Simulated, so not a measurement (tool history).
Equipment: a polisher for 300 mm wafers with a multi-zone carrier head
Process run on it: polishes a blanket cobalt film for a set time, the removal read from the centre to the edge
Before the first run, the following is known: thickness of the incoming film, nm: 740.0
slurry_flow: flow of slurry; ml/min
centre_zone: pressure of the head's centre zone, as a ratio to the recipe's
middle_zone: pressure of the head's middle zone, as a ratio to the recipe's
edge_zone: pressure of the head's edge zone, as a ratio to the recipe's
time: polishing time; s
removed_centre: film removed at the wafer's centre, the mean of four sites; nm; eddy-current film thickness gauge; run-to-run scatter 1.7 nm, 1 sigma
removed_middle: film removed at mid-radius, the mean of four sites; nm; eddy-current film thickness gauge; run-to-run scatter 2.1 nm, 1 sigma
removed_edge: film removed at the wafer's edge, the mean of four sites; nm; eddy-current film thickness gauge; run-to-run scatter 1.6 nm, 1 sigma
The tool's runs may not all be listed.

run  hour  slurry_flow  centre_zone  middle_zone  edge_zone  time  removed_centre  removed_middle  removed_edge
  1   0.0          135         1.00         1.00       1.00    44          258.07          256.72        260.64
  2   3.2          135         1.00         1.00       0.94    44          258.41          259.76        253.58
  3  11.5          130         0.99         0.98       0.92    43          247.78          252.17        248.23
  4  16.2          125         0.99         0.97       0.91    42          239.81          237.02        236.76
  5  21.8          125         1.07         0.97       0.91    42          260.04          237.37        236.27
  6  26.3          125         1.07         0.97       0.91    47          289.00          263.32        267.82
  7  33.6          125         1.05         0.96       0.90    45          267.72          251.10        256.83
  8  35.5          120         1.04         0.96       0.89    44          259.21          244.21        250.06
  9  38.7          120         1.04         0.96       0.89    44          261.86          242.84        243.43
 10  44.2          115         1.02         0.95       0.88    43          242.74          237.56        236.73
 11  44.8          100         1.00         0.89       0.83    37          200.41          186.79        196.10
 12  50.8          105         0.99         0.90       0.84    37          198.65          189.96        199.85

Run 13 is up next; what results do you expect?
 13  56.1          105         0.99         0.90       0.84    37               ?               ?             ?

Logged for run 13: removed_centre 198.89 nm, removed_middle 188.98 nm, removed_edge 198.84 nm.

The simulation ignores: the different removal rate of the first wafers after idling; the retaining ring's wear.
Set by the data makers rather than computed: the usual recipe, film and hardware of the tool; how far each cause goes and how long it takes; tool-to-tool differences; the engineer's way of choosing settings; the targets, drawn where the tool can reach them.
